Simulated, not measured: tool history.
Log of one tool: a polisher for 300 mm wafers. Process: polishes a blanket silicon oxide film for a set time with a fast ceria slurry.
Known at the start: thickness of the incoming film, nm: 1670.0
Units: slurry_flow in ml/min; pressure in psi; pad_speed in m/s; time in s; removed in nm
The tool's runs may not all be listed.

Run 1, hour 0.0: slurry_flow 305 ml/min, pressure 2.8 psi, pad_speed 1.08 m/s, time 21 s. Result: removed 287.93 nm.
Run 2, hour 2.3: slurry_flow 305 ml/min, pressure 3.3 psi, pad_speed 1.08 m/s, time 21 s. Result: removed 338.59 nm.
Run 3, hour 10.4: slurry_flow 260 ml/min, pressure 3.3 psi, pad_speed 1.08 m/s, time 21 s. Result: removed 334.78 nm.
Run 4, hour 15.0: slurry_flow 215 ml/min, pressure 3.3 psi, pad_speed 1.08 m/s, time 21 s. Result: removed 319.79 nm.
Run 5, hour 23.0: slurry_flow 220 ml/min, pressure 3.3 psi, pad_speed 1.08 m/s, time 21 s. Result: removed 326.67 nm.
Run 6, hour 24.7: slurry_flow 220 ml/min, pressure 3.4 psi, pad_speed 1.08 m/s, time 21 s. Result: removed 332.85 nm.
Run 7, hour 32.5: slurry_flow 230 ml/min, pressure 3.6 psi, pad_speed 1.08 m/s, time 21 s. Result: removed 357.03 nm.

Run 8 comes next. What will it give?
Run 8, hour 37.7: slurry_flow 235 ml/min, pressure 3.7 psi, pad_speed 1.08 m/s, time 21 s. Result: removed ?.

{"run 8": {"removed": 364.03}}
